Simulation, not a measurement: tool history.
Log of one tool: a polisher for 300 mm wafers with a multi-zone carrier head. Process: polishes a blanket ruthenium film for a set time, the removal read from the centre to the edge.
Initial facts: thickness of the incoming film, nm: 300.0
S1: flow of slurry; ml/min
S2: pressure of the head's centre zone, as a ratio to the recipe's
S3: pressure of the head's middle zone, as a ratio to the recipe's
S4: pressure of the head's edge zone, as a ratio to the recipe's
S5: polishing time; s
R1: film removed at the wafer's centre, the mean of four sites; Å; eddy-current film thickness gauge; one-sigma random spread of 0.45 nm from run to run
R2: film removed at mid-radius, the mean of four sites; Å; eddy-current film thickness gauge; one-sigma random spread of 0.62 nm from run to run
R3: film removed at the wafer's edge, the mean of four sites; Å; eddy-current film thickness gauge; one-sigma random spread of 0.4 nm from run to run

run  hour   S1    S2    S3    S4  S5      R1      R2      R3
  1     0  155     1     1     1  41  349.22  338.27  355.17
  2   7.7  155     1     1     1  35  299.25  283.35  293.94
  3  11.5  135     1     1     1  35  288.85  274.32  296.32
  4  15.6  150  1.05  1.01  1.03  38  343.88  315.61  327.21
  5  18.9  150  1.05  1.01  1.03  48  429.39  401.63  404.94
  6  21.2  150  1.05  0.97  1.03  48  430.64   380.7  401.15

Expected results for the next run?
  7  28.4  150  1.05  0.97  1.03  48   ?   ?   ?

{"run 7": {"R1": 425.74, "R2": 391.71, "R3": 408.75}}
